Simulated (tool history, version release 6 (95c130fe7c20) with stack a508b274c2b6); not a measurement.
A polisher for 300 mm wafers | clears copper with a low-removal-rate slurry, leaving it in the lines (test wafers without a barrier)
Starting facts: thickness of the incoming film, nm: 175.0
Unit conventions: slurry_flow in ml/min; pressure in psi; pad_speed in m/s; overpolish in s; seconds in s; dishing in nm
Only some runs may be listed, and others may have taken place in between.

run  hour  slurry_flow  pressure  pad_speed  slurry_solids  overpolish  seconds  dishing
  1   0.0          150       2.0       0.94           1.00          28   105.16   34.265
  2   7.6          150       2.0       0.84           1.00          28   117.03   33.103
  3  11.8          165       2.0       0.84           1.00          28   114.74   33.652
  4  14.2          165       2.0       0.84           0.90          28   113.80   32.776
  5  20.7          165       2.0       0.84           0.75          28   118.30   32.640
  6  25.9          165       1.9       0.84           0.75          26   122.27   29.367
  7  29.9          165       1.8       0.84           0.75          25   127.57   27.281

Estimate the outcome of run 8 from the log above:
  8  33.5          165       1.4       0.84           0.75          18        ?        ?

{"run 8": {"seconds": 143.06, "dishing": 17.382}}

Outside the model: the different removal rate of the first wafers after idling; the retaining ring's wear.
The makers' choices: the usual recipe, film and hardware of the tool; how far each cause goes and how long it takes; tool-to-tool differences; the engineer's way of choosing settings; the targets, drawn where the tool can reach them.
